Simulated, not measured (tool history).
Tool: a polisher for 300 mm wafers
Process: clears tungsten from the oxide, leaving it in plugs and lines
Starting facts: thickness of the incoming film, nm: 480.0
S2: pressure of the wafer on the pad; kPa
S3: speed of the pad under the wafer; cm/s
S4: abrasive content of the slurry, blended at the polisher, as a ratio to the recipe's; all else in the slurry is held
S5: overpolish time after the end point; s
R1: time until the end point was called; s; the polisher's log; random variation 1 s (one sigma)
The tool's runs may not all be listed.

run 1 hour=0.0 | flow_of_slurry_(ml/min)=130 S2=27.6 S3=124 S4=1.00 S5=5 | R1=87.353
run 2 hour=2.6 | flow_of_slurry_(ml/min)=130 S2=27.6 S3=124 S4=1.05 S5=5 | R1=85.565
run 3 hour=10.8 | flow_of_slurry_(ml/min)=130 S2=29.0 S3=126 S4=1.05 S5=5 | R1=81.860
run 4 hour=16.7 | flow_of_slurry_(ml/min)=130 S2=33.8 S3=126 S4=1.05 S5=5 | R1=69.853
run 5 hour=22.8 | flow_of_slurry_(ml/min)=130 S2=35.2 S3=128 S4=1.05 S5=5 | R1=65.538
run 6 hour=27.9 | flow_of_slurry_(ml/min)=130 S2=35.9 S3=128 S4=1.05 S5=5 | R1=63.903
run 7 hour=30.6 | flow_of_slurry_(ml/min)=130 S2=36.5 S3=128 S4=1.05 S5=5 | R1=64.570
run 8 hour=31.1 | flow_of_slurry_(ml/min)=130 S2=37.2 S3=130 S4=1.05 S5=5 | R1=62.612
run 9 hour=37.9 | flow_of_slurry_(ml/min)=130 S2=37.9 S3=132 S4=1.05 S5=5 | R1=58.077
run 10 hour=43.0 | flow_of_slurry_(ml/min)=130 S2=38.6 S3=132 S4=1.05 S5=5 | R1=58.530
run 11 hour=49.4 | flow_of_slurry_(ml/min)=130 S2=39.3 S3=132 S4=1.05 S5=5 | R1=59.390

Run 12 has not been measured yet. What should we expect?
run 12 hour=54.2 | flow_of_slurry_(ml/min)=130 S2=40.0 S3=134 S4=1.05 S5=5 | R1=?

R1: 55.953 s
